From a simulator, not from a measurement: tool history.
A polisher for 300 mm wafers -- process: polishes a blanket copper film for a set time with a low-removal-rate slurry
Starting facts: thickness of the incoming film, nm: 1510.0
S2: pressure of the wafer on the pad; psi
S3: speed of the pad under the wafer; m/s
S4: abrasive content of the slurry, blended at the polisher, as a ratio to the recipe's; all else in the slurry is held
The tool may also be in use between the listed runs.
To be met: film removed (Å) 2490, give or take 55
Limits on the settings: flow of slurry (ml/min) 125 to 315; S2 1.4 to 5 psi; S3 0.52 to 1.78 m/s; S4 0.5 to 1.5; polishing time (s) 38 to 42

run 1 day=0 | flow_of_slurry_(ml/min)=205 S2=3.2 S3=1.14 S4=1 polishing_time_(s)=42 | film_removed_(Å)=1943.6
run 2 day=0.329 | flow_of_slurry_(ml/min)=210 S2=3.3 S3=1.14 S4=1 polishing_time_(s)=42 | film_removed_(Å)=2014.2
run 3 day=0.662 | flow_of_slurry_(ml/min)=210 S2=3.3 S3=1.14 S4=0.9 polishing_time_(s)=42 | film_removed_(Å)=1979.5
run 4 day=0.85 | flow_of_slurry_(ml/min)=215 S2=3.4 S3=1.14 S4=0.9 polishing_time_(s)=42 | film_removed_(Å)=2032.5
run 5 day=0.875 | flow_of_slurry_(ml/min)=215 S2=3.1 S3=1.14 S4=0.9 polishing_time_(s)=42 | film_removed_(Å)=1849.4
run 6 day=1.225 | flow_of_slurry_(ml/min)=215 S2=2.5 S3=1.14 S4=0.9 polishing_time_(s)=42 | film_removed_(Å)=1517.9
run 7 day=1.325 | flow_of_slurry_(ml/min)=220 S2=2.7 S3=1.14 S4=0.9 polishing_time_(s)=42 | film_removed_(Å)=1631.1
-- day=1.512 head pressure recalibrated
run 8 day=1.512 | flow_of_slurry_(ml/min)=225 S2=2.9 S3=1.14 S4=0.9 polishing_time_(s)=42 | film_removed_(Å)=1652.4
run 9 day=1.775 | flow_of_slurry_(ml/min)=215 S2=3 S3=1.14 S4=0.9 polishing_time_(s)=42 | film_removed_(Å)=1720.5
run 10 day=1.946 | flow_of_slurry_(ml/min)=215 S2=3.1 S3=1.14 S4=0.9 polishing_time_(s)=42 | film_removed_(Å)=1789.5
run 11 day=1.996 | flow_of_slurry_(ml/min)=215 S2=3.2 S3=1.14 S4=0.9 polishing_time_(s)=42 | film_removed_(Å)=1829
run 12 day=2.35 | flow_of_slurry_(ml/min)=210 S2=3.3 S3=1.14 S4=0.9 polishing_time_(s)=42 | film_removed_(Å)=1852
run 13 day=2.396 | flow_of_slurry_(ml/min)=265 S2=4.2 S3=1.14 S4=0.9 polishing_time_(s)=42 | film_removed_(Å)=2405.6
run 14 day=2.425 | flow_of_slurry_(ml/min)=255 S2=4.2 S3=1.14 S4=0.9 polishing_time_(s)=42 | film_removed_(Å)=2387.1
run 15 day=2.775 | flow_of_slurry_(ml/min)=250 S2=4.2 S3=1.14 S4=0.9 polishing_time_(s)=42 | film_removed_(Å)=2378.7

Consider the 5 candidate settings below. Which is the only one whose results all fall within their allowed miss of target?
run A day=3.125 | flow_of_slurry_(ml/min)=250 S2=4.4 S3=1.18 S4=0.95 polishing_time_(s)=42 | film_removed_(Å)=?
run B day=3.125 | flow_of_slurry_(ml/min)=245 S2=4 S3=1.36 S4=0.85 polishing_time_(s)=38 | film_removed_(Å)=?
run C day=3.125 | flow_of_slurry_(ml/min)=180 S2=3.9 S3=1.24 S4=0.8 polishing_time_(s)=41 | film_removed_(Å)=?
run D day=3.125 | flow_of_slurry_(ml/min)=225 S2=4.7 S3=1.06 S4=0.9 polishing_time_(s)=38 | film_removed_(Å)=?
run E day=3.125 | flow_of_slurry_(ml/min)=280 S2=4.3 S3=1.24 S4=0.95 polishing_time_(s)=39 | film_removed_(Å)=?

move=A film_removed_(Å)=2628.4
move=B film_removed_(Å)=2391.7
move=C film_removed_(Å)=2233.9
move=D film_removed_(Å)=2276.2
move=E film_removed_(Å)=2512.8
A: pushes the last run's worst result past its target
B: moves toward the targets from the last run without getting all of them in spec
C: misses by more than the last run did
D: misses by more than the last run did
E: all results land within tolerance of their targets
The move that meets every target is E.
